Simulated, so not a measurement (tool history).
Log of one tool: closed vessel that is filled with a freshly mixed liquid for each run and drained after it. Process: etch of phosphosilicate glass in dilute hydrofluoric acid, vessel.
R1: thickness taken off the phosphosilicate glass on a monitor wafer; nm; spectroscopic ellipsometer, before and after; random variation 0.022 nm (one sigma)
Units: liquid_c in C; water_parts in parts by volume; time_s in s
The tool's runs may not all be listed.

Run 1, hour 0.0: liquid_c 20.0 C, water_parts 245 parts by volume, time_s 30 s. Result: R1 7.5042 nm.
Run 2, hour 1.0: liquid_c 19.5 C, water_parts 260 parts by volume, time_s 30 s. Result: R1 6.8678 nm.
Run 3, hour 2.9: liquid_c 22.0 C, water_parts 260 parts by volume, time_s 30 s. Result: R1 7.4556 nm.
Run 4, hour 8.0: liquid_c 21.0 C, water_parts 270 parts by volume, time_s 30 s. Result: R1 6.9168 nm.
Run 5, hour 9.3: liquid_c 21.0 C, water_parts 195 parts by volume, time_s 30 s. Result: R1 10.2040 nm.
Run 6, hour 15.4: liquid_c 22.5 C, water_parts 195 parts by volume, time_s 30 s. Result: R1 10.8790 nm.
Run 7, hour 20.0: liquid_c 21.5 C, water_parts 220 parts by volume, time_s 30 s. Result: R1 8.9739 nm.
Run 8, hour 21.8: liquid_c 21.5 C, water_parts 220 parts by volume, time_s 30 s. Result: R1 9.0021 nm.
Run 9, hour 23.1: liquid_c 20.5 C, water_parts 240 parts by volume, time_s 30 s. Result: R1 7.9042 nm.

Run 10 comes next. What will it give?
Run 10, hour 25.8: liquid_c 17.0 C, water_parts 315 parts by volume, time_s 30 s. Result: R1 ?.

{"run 10": {"R1": 4.8624}}
